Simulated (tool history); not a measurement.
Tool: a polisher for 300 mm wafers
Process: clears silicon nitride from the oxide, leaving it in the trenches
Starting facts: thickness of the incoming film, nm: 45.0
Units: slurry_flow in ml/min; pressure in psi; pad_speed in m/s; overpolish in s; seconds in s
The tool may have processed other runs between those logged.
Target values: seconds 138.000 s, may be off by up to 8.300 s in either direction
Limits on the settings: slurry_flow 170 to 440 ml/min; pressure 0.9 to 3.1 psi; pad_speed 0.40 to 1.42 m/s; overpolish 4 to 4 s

run,hour,slurry_flow,pressure,pad_speed,overpolish,seconds
1,0.0,280,2.0,0.90,4,77.796
2,3.8,280,2.0,0.90,4,78.134
3,7.4,280,2.2,0.90,4,69.960
4,8.1,280,1.9,0.90,4,80.635
5,14.9,280,2.3,0.90,4,68.055
6,23.5,280,2.5,0.90,4,61.456
7,24.9,280,2.3,0.88,4,68.107
8,30.5,280,2.1,0.86,4,76.426

Exercise: of the 4 proposed moves below, exactly one satisfies all targets within the stated allowed misses. Which move is it?
A,36.1,295,1.7,0.52,4,?
B,36.1,265,1.5,0.54,4,?
C,36.1,240,1.5,0.66,4,?
D,36.1,230,1.8,0.64,4,?

move,seconds
A,150.900
B,165.890
C,138.360
D,120.100
A: carries the result that was furthest off beyond its target, to the other side
B: carries the result that was furthest off beyond its target, to the other side
C: all results in spec
D: closes in on the targets versus the last run, not all within tolerance yet
Answer: C
